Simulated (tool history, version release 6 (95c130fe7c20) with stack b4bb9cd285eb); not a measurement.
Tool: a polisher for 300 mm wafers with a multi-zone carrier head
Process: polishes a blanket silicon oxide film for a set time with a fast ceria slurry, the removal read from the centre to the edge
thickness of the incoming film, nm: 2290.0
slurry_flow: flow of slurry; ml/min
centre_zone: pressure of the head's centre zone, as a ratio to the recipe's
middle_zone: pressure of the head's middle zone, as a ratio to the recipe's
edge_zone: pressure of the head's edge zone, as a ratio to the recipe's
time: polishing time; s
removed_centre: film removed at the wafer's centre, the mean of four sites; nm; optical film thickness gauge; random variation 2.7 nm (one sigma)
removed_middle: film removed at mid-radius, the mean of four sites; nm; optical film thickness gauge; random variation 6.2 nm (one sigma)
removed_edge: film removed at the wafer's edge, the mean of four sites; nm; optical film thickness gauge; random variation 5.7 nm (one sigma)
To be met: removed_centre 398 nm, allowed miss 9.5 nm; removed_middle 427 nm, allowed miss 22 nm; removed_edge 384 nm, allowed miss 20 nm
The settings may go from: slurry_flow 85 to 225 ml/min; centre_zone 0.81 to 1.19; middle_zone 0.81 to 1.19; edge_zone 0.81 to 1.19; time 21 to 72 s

run,hour,slurry_flow,centre_zone,middle_zone,edge_zone,time,removed_centre,removed_middle,removed_edge
1,0,145,1,1,1,46,440.68,438.84,431.03
2,4.8,145,1.06,1,1,46,465.03,440.89,427.51
3,11.4,145,1.06,1,1,40,405.55,383.34,372.09
4,12.8,145,1.06,1,1,46,462.55,445.64,437.62
5,20.3,130,1.03,1.02,0.97,46,443.13,439.57,416.72
6,29,120,1.01,1.03,0.95,46,425.23,435,412.62
7,37.9,115,1.01,1.04,0.93,46,417.53,434.06,412.06
8,45.5,115,1.02,1.05,0.91,45,412.29,430.62,392.54
9,51.8,110,1.02,1.05,0.9,45,409.59,438.13,387.22

5 next moves are on the table. One of them brings every result within its allowed miss. Which?
A,58.1,105,1.06,1.06,0.9,45,?,?,?
B,58.1,120,1.02,1.05,0.9,45,?,?,?
C,58.1,105,1.12,1.03,0.9,40,?,?,?
D,58.1,85,1.07,1,0.91,47,?,?,?
E,58.1,85,1.01,1.07,0.87,47,?,?,?

move,removed_centre,removed_middle,removed_edge
A,419.99,421.91,383.66
B,417.83,431.22,391.66
C,394.53,366.03,341.16
D,416.48,398.09,388.89
E,393.15,421.36,380.64
A: further off than the last run
B: further off than the last run
C: brings the result that was furthest off to its target, and leaves another outside
D: further off than the last run
E: meets every target
Move E is the one to make.
